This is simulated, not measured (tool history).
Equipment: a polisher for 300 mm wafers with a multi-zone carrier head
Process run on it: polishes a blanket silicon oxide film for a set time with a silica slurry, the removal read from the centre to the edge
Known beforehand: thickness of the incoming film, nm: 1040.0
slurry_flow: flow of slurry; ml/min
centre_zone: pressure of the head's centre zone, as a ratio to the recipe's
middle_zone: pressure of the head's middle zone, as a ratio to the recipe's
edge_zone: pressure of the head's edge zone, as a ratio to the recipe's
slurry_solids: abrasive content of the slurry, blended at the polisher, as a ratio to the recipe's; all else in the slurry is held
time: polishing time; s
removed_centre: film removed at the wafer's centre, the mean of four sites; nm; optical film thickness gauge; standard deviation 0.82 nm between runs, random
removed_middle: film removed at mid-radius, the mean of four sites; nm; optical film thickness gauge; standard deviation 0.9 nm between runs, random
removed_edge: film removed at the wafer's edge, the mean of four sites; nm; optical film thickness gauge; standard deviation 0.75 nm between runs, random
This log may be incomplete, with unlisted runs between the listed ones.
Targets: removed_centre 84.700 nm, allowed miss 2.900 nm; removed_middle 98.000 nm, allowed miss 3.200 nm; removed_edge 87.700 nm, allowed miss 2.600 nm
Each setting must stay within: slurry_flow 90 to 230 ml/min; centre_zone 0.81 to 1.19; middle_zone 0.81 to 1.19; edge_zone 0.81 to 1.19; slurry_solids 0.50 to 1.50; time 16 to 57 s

run    day  slurry_flow  centre_zone  middle_zone  edge_zone  slurry_solids  time  removed_centre  removed_middle  removed_edge
  1  0.000          150         1.00         1.00       1.00           1.00    36          75.128          73.605        74.348
  2  0.104          155         1.00         1.02       1.01           1.00    36          73.569          75.354        75.587
  3  0.467          160         1.01         1.04       1.01           1.00    36          75.443          76.986        75.552
  4  0.629          165         1.01         1.06       1.02           1.00    36          74.349          79.525        75.890
  5  0.883          165         1.01         1.06       1.02           0.90    36          73.576          76.559        74.828
  6  1.162          185         1.01         1.06       1.02           0.90    36          74.085          78.056        73.828
  7  1.529          185         1.02         1.07       1.03           0.95    36          76.119          78.259        76.746
  8  1.571          185         1.02         1.08       1.03           1.00    36          77.992          80.451        77.306
  9  1.817          185         1.02         1.09       1.03           1.05    36          79.611          81.749        78.010

4 candidate next runs follow, results not yet known. Just one meets every target within its allowed miss. Identify it.
  A  2.062          190         1.12         1.11       0.92           1.20    30               ?               ?             ?
  B  2.062          180         0.96         1.12       0.98           1.00    42               ?               ?             ?
  C  2.062          210         1.07         1.17       0.86           1.25    35               ?               ?             ?
  D  2.062          185         0.85         1.19       0.91           0.90    44               ?               ?             ?

move  removed_centre  removed_middle  removed_edge
   A          74.551          73.354        65.198
   B          83.860          97.201        88.490
   C          85.365          91.449        75.339
   D          75.610         103.820        86.878
A: moves away from the targets compared with the last run
B: all results in spec
C: nearer than the last run, and not there yet
D: takes the biggest miss from the last run beyond its target
Move B is the one to make.

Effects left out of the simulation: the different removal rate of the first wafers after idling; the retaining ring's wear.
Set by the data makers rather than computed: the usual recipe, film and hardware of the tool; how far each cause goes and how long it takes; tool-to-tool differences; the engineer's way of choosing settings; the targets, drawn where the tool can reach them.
